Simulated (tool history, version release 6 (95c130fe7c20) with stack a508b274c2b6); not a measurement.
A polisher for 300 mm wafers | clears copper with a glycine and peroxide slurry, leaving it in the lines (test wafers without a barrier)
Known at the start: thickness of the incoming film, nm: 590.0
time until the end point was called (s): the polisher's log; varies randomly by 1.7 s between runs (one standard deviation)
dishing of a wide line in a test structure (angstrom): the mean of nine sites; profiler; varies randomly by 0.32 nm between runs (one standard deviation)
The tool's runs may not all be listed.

run	hour	flow of slurry (ml/min)	pressure of the wafer on the pad (psi)	speed of the pad under the wafer (cm/s)	overpolish time after the end point (s)	time until the end point was called (s)	dishing of a wide line in a test structure (angstrom)
1	0	140	2.4	128	9	99.822	218.56
2	5.8	140	2.3	128	10	103.43	223.4
3	12.1	140	2.2	126	11	106.18	232.32
4	18	140	2.7	126	11	93.444	241.02
5	18.5	140	2.5	124	11	101	233.79
6	23.1	140	2.5	134	11	93.339	240.76
7	25.8	125	1.9	128	14	118.94	242.36
8	27.8	120	1.8	128	14	117.14	244.98

Run 9 has not been measured yet. What should we expect?
9	32.5	120	1.7	128	14	?	?

Run 9 yielded time until the end point was called (s) 123.17, dishing of a wide line in a test structure (angstrom) 241.64.

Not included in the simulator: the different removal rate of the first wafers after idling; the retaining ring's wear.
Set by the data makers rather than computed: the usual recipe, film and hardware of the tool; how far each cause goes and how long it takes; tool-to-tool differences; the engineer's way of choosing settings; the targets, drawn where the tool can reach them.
